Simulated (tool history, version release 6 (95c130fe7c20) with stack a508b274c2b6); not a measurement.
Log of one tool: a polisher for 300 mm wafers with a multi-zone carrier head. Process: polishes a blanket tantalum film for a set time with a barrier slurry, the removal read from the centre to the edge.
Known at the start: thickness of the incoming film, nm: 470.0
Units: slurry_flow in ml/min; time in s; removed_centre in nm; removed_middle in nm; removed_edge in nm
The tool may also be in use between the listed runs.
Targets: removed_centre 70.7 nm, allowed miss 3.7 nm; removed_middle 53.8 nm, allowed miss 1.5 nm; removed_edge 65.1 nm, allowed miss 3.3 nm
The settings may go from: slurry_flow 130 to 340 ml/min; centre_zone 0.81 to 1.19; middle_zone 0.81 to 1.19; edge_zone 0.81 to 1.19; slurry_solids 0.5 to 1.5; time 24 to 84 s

| run | day | slurry_flow | centre_zone | middle_zone | edge_zone | slurry_solids | time | removed_centre | removed_middle | removed_edge |
|---|---|---|---|---|---|---|---|---|---|---|
| 1 | 0 | 220 | 1 | 1 | 1 | 1 | 54 | 94.917 | 93.99 | 94.608 |
| 2 | 0.096 | 220 | 1 | 1 | 1 | 1 | 63 | 111.28 | 109.07 | 107.93 |
| 3 | 0.404 | 220 | 0.93 | 1 | 1 | 1 | 63 | 99.407 | 110.38 | 111.19 |
| 4 | 0.504 | 220 | 0.93 | 1 | 1 | 1.2 | 63 | 108.69 | 116.14 | 115.98 |
| 5 | 0.792 | 220 | 0.93 | 0.93 | 1 | 1.2 | 63 | 108.64 | 110.82 | 120.97 |
| 6 | 0.883 | 220 | 0.93 | 0.93 | 1.07 | 1.2 | 63 | 107.05 | 109.01 | 118.96 |
| 7 | 0.929 | 220 | 0.93 | 0.93 | 1.07 | 1.2 | 63 | 107.17 | 108.66 | 122.7 |
| 8 | 1.021 | 215 | 0.99 | 0.91 | 1.06 | 1.05 | 55 | 96.412 | 90.254 | 99.9 |
| 9 | 1.242 | 210 | 1.03 | 0.88 | 1.08 | 0.9 | 50 | 86.584 | 74.614 | 84.973 |
| 10 | 1.592 | 200 | 1.04 | 0.86 | 1.09 | 0.8 | 48 | 78.128 | 66.654 | 79.671 |
| 11 | 1.842 | 195 | 1.06 | 0.85 | 1.07 | 0.7 | 47 | 72.452 | 60.782 | 71.067 |
| 12 | 2.117 | 195 | 1.06 | 0.85 | 1.07 | 0.7 | 47 | 73.385 | 60.63 | 73.931 |
| 13 | 2.462 | 190 | 1.08 | 0.84 | 1.03 | 0.7 | 47 | 76.551 | 60.497 | 69.161 |
| 14 | 2.571 | 180 | 1.09 | 0.83 | 1.04 | 0.65 | 47 | 69.454 | 56.933 | 68.44 |
| 15 | 2.808 | 180 | 1.11 | 0.82 | 1.03 | 0.65 | 47 | 72.22 | 56.211 | 67.875 |
| 16 | 3.079 | 175 | 1.12 | 0.82 | 1.02 | 0.65 | 47 | 73.158 | 56.548 | 68.559 |
| 17 | 3.396 | 175 | 1.12 | 0.82 | 1.02 | 0.65 | 47 | 74.473 | 55.246 | 67.772 |
| 18 | 3.654 | 175 | 1.12 | 0.82 | 1.02 | 0.65 | 47 | 73.854 | 56.879 | 67.941 |
| 19 | 3.75 | 170 | 1.12 | 0.82 | 1.02 | 0.65 | 47 | 71.35 | 56.084 | 67.055 |

5 next moves are on the table. One of them brings every result within its allowed miss. Which?
| A | 3.846 | 150 | 1.13 | 0.83 | 1.05 | 0.65 | 45 | ? | ? | ? |
| B | 3.846 | 180 | 1.11 | 0.9 | 1.05 | 0.85 | 43 | ? | ? | ? |
| C | 3.846 | 165 | 1.05 | 0.91 | 0.85 | 0.65 | 48 | ? | ? | ? |
| D | 3.846 | 135 | 1.09 | 0.82 | 1.04 | 0.7 | 49 | ? | ? | ? |
| E | 3.846 | 130 | 1.01 | 0.81 | 1.19 | 0.55 | 54 | ? | ? | ? |

| move | removed_centre | removed_middle | removed_edge |
|---|---|---|---|
| A | 70.047 | 54.099 | 63.651 |
| B | 76.552 | 64.175 | 70.215 |
| C | 70.201 | 62.91 | 63.034 |
| D | 75.627 | 60.073 | 71.315 |
| E | 66.415 | 56.446 | 71.678 |
A: meets every target
B: further off than the last run
C: further off than the last run
D: further off than the last run
E: further off than the last run
Answer: A
